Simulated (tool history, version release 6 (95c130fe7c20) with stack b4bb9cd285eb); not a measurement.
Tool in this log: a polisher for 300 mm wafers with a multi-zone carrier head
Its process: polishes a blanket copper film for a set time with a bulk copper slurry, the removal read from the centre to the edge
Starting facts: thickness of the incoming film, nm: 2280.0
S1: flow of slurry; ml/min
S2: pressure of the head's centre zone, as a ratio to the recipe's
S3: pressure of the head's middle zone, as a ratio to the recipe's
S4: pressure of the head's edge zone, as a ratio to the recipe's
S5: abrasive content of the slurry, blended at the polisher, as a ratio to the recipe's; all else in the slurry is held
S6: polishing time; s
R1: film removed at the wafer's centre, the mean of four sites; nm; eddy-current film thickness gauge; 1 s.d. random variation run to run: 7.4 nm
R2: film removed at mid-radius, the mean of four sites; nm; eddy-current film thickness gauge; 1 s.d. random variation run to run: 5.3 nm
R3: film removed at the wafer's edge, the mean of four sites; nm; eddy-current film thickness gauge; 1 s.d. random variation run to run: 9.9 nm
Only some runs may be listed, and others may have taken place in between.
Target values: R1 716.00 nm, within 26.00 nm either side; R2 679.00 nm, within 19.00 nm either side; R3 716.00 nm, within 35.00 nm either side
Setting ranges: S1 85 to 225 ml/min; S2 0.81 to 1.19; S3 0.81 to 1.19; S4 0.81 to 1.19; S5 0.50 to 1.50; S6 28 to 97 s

run	hour	S1	S2	S3	S4	S5	S6	R1	R2	R3
1	0.0	145	1.00	1.00	1.00	1.00	62	873.00	871.99	915.01
2	1.1	135	0.99	0.97	0.95	0.85	61	802.00	806.10	818.42
3	5.2	125	0.99	0.93	0.93	0.80	61	787.79	756.96	809.08
4	11.1	120	0.99	0.92	0.90	0.75	61	780.32	732.56	774.46
# hour 14.4: worn pad replaced by a new one
5	14.4	120	0.99	0.86	0.90	0.75	61	848.81	779.47	871.74
6	22.0	110	0.99	0.88	0.89	0.70	61	824.89	763.53	833.80
7	25.3	110	0.98	0.88	0.88	0.65	59	785.41	725.52	805.80
8	32.5	105	0.98	0.90	0.87	0.60	58	748.82	712.73	759.79
9	37.1	105	0.98	0.90	0.87	0.60	57	750.22	688.96	741.62
10	44.0	90	0.96	0.91	0.84	0.55	57	682.65	661.07	713.42

Which of these 4 next moves meets every target?
A	50.9	90	0.89	0.81	0.92	0.50	61	?	?	?
B	50.9	120	0.97	0.90	0.86	0.50	54	?	?	?
C	50.9	95	0.93	0.87	0.90	0.60	55	?	?	?
D	50.9	85	0.86	0.91	0.84	0.55	59	?	?	?

move	R1	R2	R3
A	677.60	633.27	767.80
B	728.54	670.61	700.85
C	665.14	628.13	705.72
D	622.32	664.83	707.29
A: its largest miss is bigger than the last run's
B: all results in spec
C: its largest miss is bigger than the last run's
D: its largest miss is bigger than the last run's
B meets every target.
